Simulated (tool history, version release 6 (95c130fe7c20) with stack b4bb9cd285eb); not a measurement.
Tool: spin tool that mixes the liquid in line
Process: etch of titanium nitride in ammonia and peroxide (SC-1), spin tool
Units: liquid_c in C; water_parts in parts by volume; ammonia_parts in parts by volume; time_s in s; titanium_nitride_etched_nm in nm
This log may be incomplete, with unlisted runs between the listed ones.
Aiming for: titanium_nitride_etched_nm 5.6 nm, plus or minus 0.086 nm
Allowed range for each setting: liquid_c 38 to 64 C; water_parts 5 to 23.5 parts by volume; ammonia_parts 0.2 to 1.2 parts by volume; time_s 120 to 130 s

run	hour	liquid_c	water_parts	ammonia_parts	time_s	titanium_nitride_etched_nm
1	0	48	13	0.8	120	11.212
2	7.1	48	13	0.8	130	12.152
3	9.7	46.5	13	0.8	130	10.952
4	12	46.5	13	1	130	11.33
5	18.6	45.5	13.5	1	130	10.322
6	21.8	50.5	13.5	1	130	14.585
7	22.7	49	14	1	130	12.984
8	28.3	49	14	1	130	12.909
9	31	47.5	14	1	130	11.62

Of the 5 settings listed for the next run, only one would bring every result within its allowed miss of target. Which one?
A	33.7	39.5	15.5	1.1	120	?
B	33.7	41	18.5	1.05	120	?
C	33.7	40	16	0.95	120	?
D	33.7	41	18.5	1.1	120	?
E	33.7	40.5	18.5	1	120	?

move	titanium_nitride_etched_nm
A	5.8308
B	5.8825
C	5.8076
D	5.9289
E	5.6225
A: closer than the last run, but not yet in spec
B: closer than the last run, but not yet in spec
C: closer than the last run, but not yet in spec
D: closer than the last run, but not yet in spec
E: hits every target within its allowed miss
E meets every target.
